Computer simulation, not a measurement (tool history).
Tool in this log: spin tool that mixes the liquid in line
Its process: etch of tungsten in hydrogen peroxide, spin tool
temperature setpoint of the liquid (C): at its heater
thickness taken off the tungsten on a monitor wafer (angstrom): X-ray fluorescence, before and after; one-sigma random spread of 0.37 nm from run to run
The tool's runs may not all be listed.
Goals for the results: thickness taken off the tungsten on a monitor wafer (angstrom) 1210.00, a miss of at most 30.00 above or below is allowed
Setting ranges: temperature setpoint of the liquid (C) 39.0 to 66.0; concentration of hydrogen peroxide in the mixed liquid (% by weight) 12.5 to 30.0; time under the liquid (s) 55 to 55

run  hour  temperature setpoint of the liquid (C)  concentration of hydrogen peroxide in the mixed liquid (% by weight)  time under the liquid (s)  thickness taken off the tungsten on a monitor wafer (angstrom)
  1   0.0                                    55.0                                                                  24.5                         55                                                          712.39
  2   7.2                                    55.0                                                                  24.5                         55                                                          711.49
  3   8.7                                    57.0                                                                  24.5                         55                                                          802.01
  4  14.4                                    58.5                                                                  24.5                         55                                                          878.90
  5  22.4                                    58.5                                                                  24.5                         55                                                          873.56
  6  23.4                                    58.5                                                                  22.5                         55                                                          837.68
  7  32.3                                    60.0                                                                  22.5                         55                                                          915.40
  8  40.5                                    61.0                                                                  22.5                         55                                                          970.01
  9  49.0                                    65.5                                                                  22.5                         55                                                         1245.70

5 candidate next runs follow, results not yet known. Just one meets every target within its allowed miss. Identify it.
  A  57.5                                    62.0                                                                  27.5                         55                                                               ?
  B  57.5                                    62.5                                                                  27.5                         55                                                               ?
  C  57.5                                    63.5                                                                  27.0                         55                                                               ?
  D  57.5                                    63.5                                                                  23.5                         55                                                               ?
  E  57.5                                    63.0                                                                  24.5                         55                                                               ?

move  thickness taken off the tungsten on a monitor wafer (angstrom)
   A                                                         1131.60
   B                                                         1164.20
   C                                                         1220.60
   D                                                         1138.70
   E                                                         1130.40
A: takes the result that was furthest off past its target
B: takes the result that was furthest off past its target
C: every result within its allowed miss
D: takes the result that was furthest off past its target
E: takes the result that was furthest off past its target
So the answer is move C, the one that meets all the targets.
